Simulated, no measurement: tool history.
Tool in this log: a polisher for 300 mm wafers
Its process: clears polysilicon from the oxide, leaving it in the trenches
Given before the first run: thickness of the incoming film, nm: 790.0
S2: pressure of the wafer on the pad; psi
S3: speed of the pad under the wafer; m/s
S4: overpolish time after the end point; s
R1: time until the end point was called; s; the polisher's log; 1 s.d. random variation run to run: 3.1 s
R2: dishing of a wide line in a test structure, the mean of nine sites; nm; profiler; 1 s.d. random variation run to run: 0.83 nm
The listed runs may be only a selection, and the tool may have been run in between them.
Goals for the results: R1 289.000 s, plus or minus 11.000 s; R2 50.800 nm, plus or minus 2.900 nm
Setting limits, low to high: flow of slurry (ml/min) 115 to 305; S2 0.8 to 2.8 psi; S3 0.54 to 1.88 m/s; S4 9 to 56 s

run 1 hour=0.0 | flow_of_slurry_(ml/min)=195 S2=1.8 S3=1.20 S4=29 | R1=94.081 R2=56.572
run 2 hour=6.8 | flow_of_slurry_(ml/min)=195 S2=1.5 S3=1.20 S4=29 | R1=110.760 R2=55.670
run 3 hour=10.7 | flow_of_slurry_(ml/min)=185 S2=1.3 S3=1.00 S4=27 | R1=157.580 R2=51.241
run 4 hour=12.1 | flow_of_slurry_(ml/min)=185 S2=1.3 S3=1.00 S4=15 | R1=154.420 R2=41.992
run 5 hour=20.8 | flow_of_slurry_(ml/min)=180 S2=1.2 S3=0.92 S4=21 | R1=182.590 R2=45.542
run 6 hour=25.8 | flow_of_slurry_(ml/min)=180 S2=1.2 S3=0.92 S4=11 | R1=180.870 R2=32.564
run 7 hour=34.2 | flow_of_slurry_(ml/min)=165 S2=0.8 S3=0.60 S4=25 | R1=403.880 R2=32.557
run 8 hour=38.1 | flow_of_slurry_(ml/min)=190 S2=0.9 S3=0.60 S4=30 | R1=358.320 R2=39.689
run 9 hour=39.6 | flow_of_slurry_(ml/min)=190 S2=0.9 S3=0.60 S4=30 | R1=357.570 R2=39.085
run 10 hour=41.4 | flow_of_slurry_(ml/min)=215 S2=0.9 S3=0.60 S4=31 | R1=347.390 R2=41.203
run 11 hour=47.2 | flow_of_slurry_(ml/min)=235 S2=0.9 S3=0.60 S4=32 | R1=343.360 R2=41.483
run 12 hour=54.2 | flow_of_slurry_(ml/min)=245 S2=1.0 S3=0.60 S4=35 | R1=312.570 R2=45.970
run 13 hour=62.5 | flow_of_slurry_(ml/min)=255 S2=1.0 S3=0.60 S4=36 | R1=310.820 R2=45.340
run 14 hour=71.5 | flow_of_slurry_(ml/min)=265 S2=1.0 S3=0.60 S4=38 | R1=310.790 R2=46.770
run 15 hour=75.9 | flow_of_slurry_(ml/min)=270 S2=1.0 S3=0.60 S4=39 | R1=313.410 R2=47.552
run 16 hour=80.8 | flow_of_slurry_(ml/min)=275 S2=1.0 S3=0.60 S4=40 | R1=306.420 R2=47.515
run 17 hour=87.5 | flow_of_slurry_(ml/min)=280 S2=1.0 S3=0.60 S4=41 | R1=306.410 R2=46.512
run 18 hour=93.0 | flow_of_slurry_(ml/min)=225 S2=1.3 S3=0.62 S4=55 | R1=239.680 R2=56.079
run 19 hour=94.5 | flow_of_slurry_(ml/min)=225 S2=1.2 S3=0.62 S4=54 | R1=255.490 R2=55.108

Exercise: of the 4 proposed moves below, exactly one satisfies all targets within the stated allowed misses. Which move is it?
run A hour=96.0 | flow_of_slurry_(ml/min)=200 S2=1.0 S3=0.60 S4=51 | R1=? R2=?
run B hour=96.0 | flow_of_slurry_(ml/min)=180 S2=1.2 S3=0.56 S4=33 | R1=? R2=?
run C hour=96.0 | flow_of_slurry_(ml/min)=210 S2=1.0 S3=0.62 S4=49 | R1=? R2=?
run D hour=96.0 | flow_of_slurry_(ml/min)=165 S2=1.1 S3=0.62 S4=46 | R1=? R2=?

move=A R1=320.050 R2=51.739
move=B R1=291.790 R2=46.140
move=C R1=308.180 R2=51.708
move=D R1=292.430 R2=51.560
A: moves the result that the last run missed by most past its target, out the other side
B: gets the furthest-off result to its target, but another result is out of tolerance
C: moves the result that the last run missed by most past its target, out the other side
D: all results land within tolerance of their targets
The right move is D.
